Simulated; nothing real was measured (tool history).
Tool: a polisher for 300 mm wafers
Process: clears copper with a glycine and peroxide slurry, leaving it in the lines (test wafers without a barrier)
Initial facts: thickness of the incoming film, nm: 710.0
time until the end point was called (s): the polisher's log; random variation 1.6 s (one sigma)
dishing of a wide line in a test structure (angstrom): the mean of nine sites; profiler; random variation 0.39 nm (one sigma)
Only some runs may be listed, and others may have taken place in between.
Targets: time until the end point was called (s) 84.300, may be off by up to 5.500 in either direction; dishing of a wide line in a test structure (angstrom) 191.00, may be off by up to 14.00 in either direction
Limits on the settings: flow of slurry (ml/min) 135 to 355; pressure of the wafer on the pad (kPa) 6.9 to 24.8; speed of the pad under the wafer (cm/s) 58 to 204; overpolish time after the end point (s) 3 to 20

| run | day | flow of slurry (ml/min) | pressure of the wafer on the pad (kPa) | speed of the pad under the wafer (cm/s) | overpolish time after the end point (s) | time until the end point was called (s) | dishing of a wide line in a test structure (angstrom) |
|---|---|---|---|---|---|---|---|
| 1 | 0.000 | 225 | 15.9 | 130 | 10 | 110.410 | 232.15 |
| 2 | 0.346 | 225 | 16.5 | 132 | 9 | 105.890 | 221.45 |
| 3 | 0.538 | 280 | 16.5 | 132 | 9 | 100.330 | 226.59 |
| 4 | 0.892 | 280 | 14.5 | 132 | 9 | 113.480 | 218.09 |
| 5 | 1.112 | 280 | 15.2 | 134 | 8 | 105.450 | 215.68 |
| 6 | 1.421 | 280 | 13.1 | 134 | 8 | 122.200 | 202.43 |
| 7 | 1.621 | 280 | 13.8 | 136 | 7 | 115.890 | 202.13 |
| 8 | 1.746 | 285 | 14.5 | 140 | 6 | 106.430 | 194.44 |
| 9 | 1.842 | 285 | 15.2 | 142 | 6 | 103.420 | 193.98 |
| 10 | 1.967 | 285 | 15.9 | 144 | 6 | 99.599 | 198.40 |
| 11 | 2.025 | 285 | 16.5 | 146 | 6 | 93.633 | 196.46 |

Exactly one of the 4 candidate moves below puts every result within its allowed miss. Which one?
| A | 2.083 | 255 | 17.9 | 158 | 5 | ? | ? |
| B | 2.083 | 270 | 17.9 | 120 | 7 | ? | ? |
| C | 2.083 | 295 | 15.9 | 140 | 6 | ? | ? |
| D | 2.083 | 255 | 15.9 | 138 | 6 | ? | ? |

| move | time until the end point was called (s) | dishing of a wide line in a test structure (angstrom) |
|---|---|---|
| A | 81.339 | 189.92 |
| B | 102.440 | 203.15 |
| C | 98.733 | 190.93 |
| D | 101.230 | 188.75 |
A: meets every target
B: its largest miss is bigger than the last run's
C: its largest miss is bigger than the last run's
D: its largest miss is bigger than the last run's
Answer: A
